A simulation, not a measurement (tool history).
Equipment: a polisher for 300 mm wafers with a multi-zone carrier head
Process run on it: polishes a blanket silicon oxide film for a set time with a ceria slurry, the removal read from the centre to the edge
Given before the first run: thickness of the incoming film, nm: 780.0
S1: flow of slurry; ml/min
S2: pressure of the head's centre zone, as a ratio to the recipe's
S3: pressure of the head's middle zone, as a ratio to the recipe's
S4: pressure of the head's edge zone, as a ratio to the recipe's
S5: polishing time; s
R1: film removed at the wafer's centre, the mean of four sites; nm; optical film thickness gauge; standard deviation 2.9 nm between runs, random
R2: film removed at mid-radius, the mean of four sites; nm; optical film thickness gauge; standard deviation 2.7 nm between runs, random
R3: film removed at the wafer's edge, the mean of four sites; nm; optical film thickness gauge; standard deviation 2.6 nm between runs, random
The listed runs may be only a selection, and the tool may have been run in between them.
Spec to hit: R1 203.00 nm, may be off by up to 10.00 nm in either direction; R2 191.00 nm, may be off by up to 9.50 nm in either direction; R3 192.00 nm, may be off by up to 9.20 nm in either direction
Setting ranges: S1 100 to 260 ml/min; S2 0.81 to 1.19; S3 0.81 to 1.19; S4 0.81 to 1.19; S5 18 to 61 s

| run | day | S1 | S2 | S3 | S4 | S5 | R1 | R2 | R3 |
|---|---|---|---|---|---|---|---|---|---|
| 1 | 0.000 | 165 | 1.00 | 1.00 | 1.00 | 39 | 140.68 | 133.00 | 133.59 |
| 2 | 0.296 | 165 | 1.00 | 0.93 | 1.00 | 39 | 138.68 | 121.17 | 135.22 |
| 3 | 0.621 | 165 | 1.07 | 0.93 | 1.00 | 39 | 145.43 | 122.40 | 134.53 |
| 4 | 0.912 | 165 | 1.03 | 0.93 | 1.00 | 39 | 142.27 | 120.96 | 134.42 |
| 5 | 1.033 | 165 | 0.96 | 0.93 | 1.00 | 39 | 132.53 | 124.24 | 132.98 |
| 6 | 1.150 | 170 | 0.97 | 0.95 | 1.01 | 41 | 141.40 | 130.34 | 141.92 |
| 7 | 1.512 | 175 | 0.98 | 0.97 | 1.02 | 43 | 150.90 | 140.03 | 151.39 |
| 8 | 1.675 | 180 | 1.00 | 0.99 | 1.03 | 44 | 159.15 | 146.17 | 155.83 |
| 9 | 1.888 | 180 | 1.01 | 1.01 | 1.04 | 45 | 163.78 | 156.40 | 157.90 |
| 10 | 2.121 | 185 | 1.02 | 1.01 | 1.04 | 46 | 167.58 | 157.24 | 167.74 |
| 11 | 2.308 | 190 | 1.04 | 1.03 | 1.04 | 47 | 179.67 | 160.41 | 168.58 |
| 12 | 2.450 | 190 | 1.04 | 1.04 | 1.05 | 48 | 185.53 | 166.91 | 176.38 |
| 13 | 2.525 | 190 | 1.04 | 1.05 | 1.06 | 48 | 180.17 | 170.07 | 172.84 |
| 14 | 2.783 | 195 | 1.04 | 1.06 | 1.06 | 49 | 186.79 | 177.88 | 178.46 |

Of the 5 settings listed for the next run, only one would bring every result within its allowed miss of target. Which one?
| A | 3.042 | 185 | 1.11 | 1.12 | 1.19 | 44 | ? | ? | ? |
| B | 3.042 | 200 | 0.96 | 1.06 | 1.04 | 53 | ? | ? | ? |
| C | 3.042 | 210 | 1.07 | 0.94 | 1.06 | 52 | ? | ? | ? |
| D | 3.042 | 190 | 1.06 | 1.07 | 1.06 | 48 | ? | ? | ? |
| E | 3.042 | 215 | 1.03 | 1.03 | 1.01 | 53 | ? | ? | ? |

| move | R1 | R2 | R3 |
|---|---|---|---|
| A | 176.19 | 161.64 | 168.32 |
| B | 185.63 | 188.06 | 191.07 |
| C | 204.52 | 167.75 | 190.50 |
| D | 184.25 | 170.33 | 173.71 |
| E | 201.44 | 185.29 | 189.83 |
A: lands further from the targets than the last run did
B: lands further from the targets than the last run did
C: gets the furthest-off result to its target, but another result is out of tolerance
D: lands further from the targets than the last run did
E: every result lands within tolerance
So the answer is move E, the one that meets all the targets.
